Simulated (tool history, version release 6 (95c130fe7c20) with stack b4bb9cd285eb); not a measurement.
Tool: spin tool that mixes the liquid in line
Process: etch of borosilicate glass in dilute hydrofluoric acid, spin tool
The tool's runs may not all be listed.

run,hour,temperature setpoint of the liquid (C),parts of water to one part of 49 % hydrofluoric acid (parts by volume),time under the liquid (s),thickness taken off the borosilicate glass on a monitor wafer (Å)
1,0,24,100,215,878.2
2,6.2,25,95,215,982.18
3,13.1,25,95,215,986.84
4,17.5,26,90,215,1090
5,22.6,27,85,215,1199.2
6,23.5,27,85,230,1281.5
7,25.8,27,85,230,1278.9

For run 8, what comes out?
8,29.4,31,60,230,?

{"run 8": {"thickness taken off the borosilicate glass on a monitor wafer (Å)": 2206.2}}

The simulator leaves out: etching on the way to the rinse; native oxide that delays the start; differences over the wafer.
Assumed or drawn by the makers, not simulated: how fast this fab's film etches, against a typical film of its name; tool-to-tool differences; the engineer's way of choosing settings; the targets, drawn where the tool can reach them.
